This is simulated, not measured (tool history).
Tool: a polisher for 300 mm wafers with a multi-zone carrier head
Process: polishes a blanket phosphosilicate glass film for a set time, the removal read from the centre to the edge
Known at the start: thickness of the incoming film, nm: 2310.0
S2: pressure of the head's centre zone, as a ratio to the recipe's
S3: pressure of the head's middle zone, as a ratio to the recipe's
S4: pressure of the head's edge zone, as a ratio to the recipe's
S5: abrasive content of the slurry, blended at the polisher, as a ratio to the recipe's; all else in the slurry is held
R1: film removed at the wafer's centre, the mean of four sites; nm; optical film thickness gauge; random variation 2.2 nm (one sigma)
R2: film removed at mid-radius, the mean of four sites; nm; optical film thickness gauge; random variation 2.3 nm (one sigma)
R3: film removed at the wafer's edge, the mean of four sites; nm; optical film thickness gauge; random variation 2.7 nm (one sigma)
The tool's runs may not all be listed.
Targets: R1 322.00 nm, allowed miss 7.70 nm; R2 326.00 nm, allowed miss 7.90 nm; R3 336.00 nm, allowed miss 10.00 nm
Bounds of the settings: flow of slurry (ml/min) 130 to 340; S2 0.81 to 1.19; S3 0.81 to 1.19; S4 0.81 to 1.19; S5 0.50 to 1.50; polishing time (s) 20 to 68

run 1 hour=0.0 | flow_of_slurry_(ml/min)=220 S2=1.00 S3=1.00 S4=1.00 S5=1.00 polishing_time_(s)=44 | R1=282.80 R2=276.56 R3=299.48
run 2 hour=6.4 | flow_of_slurry_(ml/min)=220 S2=1.00 S3=1.00 S4=1.00 S5=0.85 polishing_time_(s)=44 | R1=267.84 R2=258.98 R3=280.18
run 3 hour=11.9 | flow_of_slurry_(ml/min)=230 S2=1.01 S3=1.02 S4=1.02 S5=0.85 polishing_time_(s)=44 | R1=271.73 R2=268.14 R3=287.76
run 4 hour=13.0 | flow_of_slurry_(ml/min)=240 S2=1.02 S3=1.03 S4=1.04 S5=0.85 polishing_time_(s)=44 | R1=276.00 R2=273.82 R3=286.81
run 5 hour=15.8 | flow_of_slurry_(ml/min)=290 S2=1.02 S3=1.03 S4=1.04 S5=0.85 polishing_time_(s)=44 | R1=283.82 R2=274.34 R3=291.60
run 6 hour=16.5 | flow_of_slurry_(ml/min)=290 S2=1.02 S3=1.03 S4=1.04 S5=0.80 polishing_time_(s)=44 | R1=273.47 R2=271.48 R3=283.63
-- hour=18.5 edge zone pressure recalibrated
run 7 hour=18.5 | flow_of_slurry_(ml/min)=285 S2=1.02 S3=1.04 S4=1.05 S5=0.85 polishing_time_(s)=44 | R1=277.14 R2=278.19 R3=284.35
run 8 hour=21.3 | flow_of_slurry_(ml/min)=280 S2=1.02 S3=1.04 S4=1.05 S5=0.90 polishing_time_(s)=44 | R1=288.95 R2=285.23 R3=288.95

Which of these 4 next moves meets every target?
run A hour=24.1 | flow_of_slurry_(ml/min)=300 S2=1.05 S3=1.10 S4=1.19 S5=0.95 polishing_time_(s)=47 | R1=? R2=? R3=?
run B hour=24.1 | flow_of_slurry_(ml/min)=260 S2=0.98 S3=1.09 S4=1.07 S5=0.90 polishing_time_(s)=51 | R1=? R2=? R3=?
run C hour=24.1 | flow_of_slurry_(ml/min)=300 S2=1.01 S3=1.01 S4=1.10 S5=0.85 polishing_time_(s)=53 | R1=? R2=? R3=?
run D hour=24.1 | flow_of_slurry_(ml/min)=260 S2=0.96 S3=1.02 S4=0.97 S5=0.60 polishing_time_(s)=56 | R1=? R2=? R3=?

move=A R1=320.03 R2=325.60 R3=341.54
move=B R1=318.23 R2=340.01 R3=341.33
move=C R1=336.60 R2=328.80 R3=356.47
move=D R1=298.78 R2=306.87 R3=310.96
A: meets every target
B: takes the result that was furthest off past its target
C: brings the result that was furthest off to its target, and leaves another outside
D: nearer than the last run, and not there yet
Answer: A
